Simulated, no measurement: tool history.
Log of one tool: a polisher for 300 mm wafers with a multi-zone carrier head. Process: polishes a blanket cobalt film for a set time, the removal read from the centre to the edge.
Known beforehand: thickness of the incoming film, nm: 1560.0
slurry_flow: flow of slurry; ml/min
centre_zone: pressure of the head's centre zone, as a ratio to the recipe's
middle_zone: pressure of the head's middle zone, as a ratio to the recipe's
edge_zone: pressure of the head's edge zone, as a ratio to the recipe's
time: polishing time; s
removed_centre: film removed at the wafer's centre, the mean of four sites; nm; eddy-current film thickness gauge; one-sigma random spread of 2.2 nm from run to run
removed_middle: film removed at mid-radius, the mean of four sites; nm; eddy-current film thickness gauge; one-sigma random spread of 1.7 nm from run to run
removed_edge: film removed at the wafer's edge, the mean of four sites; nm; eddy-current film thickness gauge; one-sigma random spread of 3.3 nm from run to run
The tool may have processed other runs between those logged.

run 1 hour=0.0 | slurry_flow=225 centre_zone=1.00 middle_zone=1.00 edge_zone=1.00 time=67 | removed_centre=319.36 removed_middle=308.36 removed_edge=311.81
run 2 hour=6.3 | slurry_flow=225 centre_zone=1.00 middle_zone=1.05 edge_zone=1.00 time=67 | removed_centre=318.98 removed_middle=315.58 removed_edge=309.15
run 3 hour=13.2 | slurry_flow=225 centre_zone=1.00 middle_zone=1.05 edge_zone=1.00 time=53 | removed_centre=251.46 removed_middle=252.71 removed_edge=246.67
run 4 hour=19.7 | slurry_flow=225 centre_zone=1.00 middle_zone=1.05 edge_zone=1.06 time=53 | removed_centre=251.37 removed_middle=255.70 removed_edge=248.35
run 5 hour=26.4 | slurry_flow=220 centre_zone=1.00 middle_zone=1.03 edge_zone=1.06 time=53 | removed_centre=252.06 removed_middle=250.15 removed_edge=249.69
run 6 hour=27.1 | slurry_flow=220 centre_zone=1.00 middle_zone=1.03 edge_zone=1.06 time=42 | removed_centre=198.31 removed_middle=198.32 removed_edge=202.35
run 7 hour=28.1 | slurry_flow=270 centre_zone=1.09 middle_zone=1.06 edge_zone=1.16 time=51 | removed_centre=262.92 removed_middle=249.18 removed_edge=251.65

Run 8, settings as shown, results not yet in. Your forecast:
run 8 hour=34.2 | slurry_flow=265 centre_zone=1.09 middle_zone=1.05 edge_zone=1.16 time=51 | removed_centre=? removed_middle=? removed_edge=?

{"run 8": {"removed_centre": 260.56, "removed_middle": 249.95, "removed_edge": 260.74}}
